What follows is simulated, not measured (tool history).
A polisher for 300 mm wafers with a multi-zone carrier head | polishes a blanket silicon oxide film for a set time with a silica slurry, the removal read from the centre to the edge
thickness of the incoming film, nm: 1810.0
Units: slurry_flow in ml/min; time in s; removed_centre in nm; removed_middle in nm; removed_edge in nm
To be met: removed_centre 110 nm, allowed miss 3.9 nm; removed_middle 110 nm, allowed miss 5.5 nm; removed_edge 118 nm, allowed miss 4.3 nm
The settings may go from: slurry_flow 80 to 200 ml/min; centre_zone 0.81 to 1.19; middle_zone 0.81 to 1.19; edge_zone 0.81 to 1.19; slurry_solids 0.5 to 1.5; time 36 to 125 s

run	hour	slurry_flow	centre_zone	middle_zone	edge_zone	slurry_solids	time	removed_centre	removed_middle	removed_edge
1	0	130	1	1	1	1	80	226.09	224.69	229.74
2	2.2	125	0.98	0.97	0.97	0.85	71	182.19	184.53	183.51
3	5.7	125	0.9	0.97	0.97	0.85	71	174.03	183.18	183.75
4	8.3	125	0.85	0.97	0.97	0.85	71	168.38	180.43	183.04
5	15.8	115	0.84	0.93	0.95	0.75	66	143.89	150.59	156.67
6	21	115	0.81	0.93	0.95	0.75	66	141.68	145.89	153.71
7	22.9	105	0.81	0.92	0.94	0.65	64	121.85	124.88	134.27
8	24.9	100	0.81	0.92	0.92	0.65	64	121.39	126.46	135.57
9	29.9	100	0.82	0.91	0.9	0.6	64	112.78	123.04	126.86
10	37.3	100	0.85	0.88	0.9	0.6	64	117.6	121.55	126.12
11	44.8	95	0.85	0.86	0.89	0.6	64	115.51	113.42	123.62
12	47.3	90	0.85	0.86	0.88	0.6	64	115.13	114.49	124.21
13	54	90	0.85	0.85	0.87	0.6	64	114.77	114.9	123.5
14	61	90	0.85	0.84	0.86	0.6	64	116.55	110.19	121.87
15	62.5	90	0.84	0.85	0.85	0.6	64	114.56	112.55	122.47
16	65.6	90	0.84	0.85	0.84	0.6	64	115.65	108.02	121.31
17	69.8	90	0.84	0.86	0.84	0.6	64	116.72	112.32	120.51
18	78.5	90	0.83	0.86	0.84	0.6	64	115.28	110.88	121.57

4 next moves are on the table. One of them brings every result within its allowed miss. Which?
A	87.2	135	1.02	1.07	0.92	0.5	62	?	?	?
B	87.2	145	1.06	1.05	0.82	0.5	62	?	?	?
C	87.2	100	0.94	0.95	0.85	0.5	64	?	?	?
D	87.2	80	0.91	0.92	0.96	0.5	68	?	?	?

move	removed_centre	removed_middle	removed_edge
A	120.22	124.94	110.45
B	124.76	124.27	105.69
C	111.4	111.2	106.52
D	110.93	110.68	116.66
A: further off than the last run
B: further off than the last run
C: brings the result that was furthest off to its target, and leaves another outside
D: meets every target
Move D is the one to make.
